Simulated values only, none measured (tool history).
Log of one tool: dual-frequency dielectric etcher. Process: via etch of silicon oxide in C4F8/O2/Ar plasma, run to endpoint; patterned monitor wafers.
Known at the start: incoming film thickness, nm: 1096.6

run	hour	source power (kW)	bias power (kW)	endpoint time (s)
1	0.0	1.800	2.588	201.10
2	6.6	1.710	2.524	207.08
3	11.0	1.940	2.524	192.55
4	18.3	1.940	2.815	190.19
5	25.8	1.820	2.758	198.54
6	32.8	1.820	2.376	207.29
7	40.2	1.750	2.343	208.66
8	46.9	1.680	2.306	220.67
9	54.5	1.650	2.296	220.04
10	58.4	1.620	2.282	222.36
11	59.4	1.590	2.270	221.83
12	68.4	1.310	2.050	265.67
13	69.7	1.350	2.062	256.81
14	70.7	1.380	2.072	254.39
15	72.9	1.380	2.072	251.95
16	76.3	1.400	2.080	252.72
# hour 84.8: source power generator calibrated
17	84.8	1.420	2.088	251.96

The next listed run, before its measurement:
18	87.0	1.440	2.095	?

endpoint time (s): 251.38
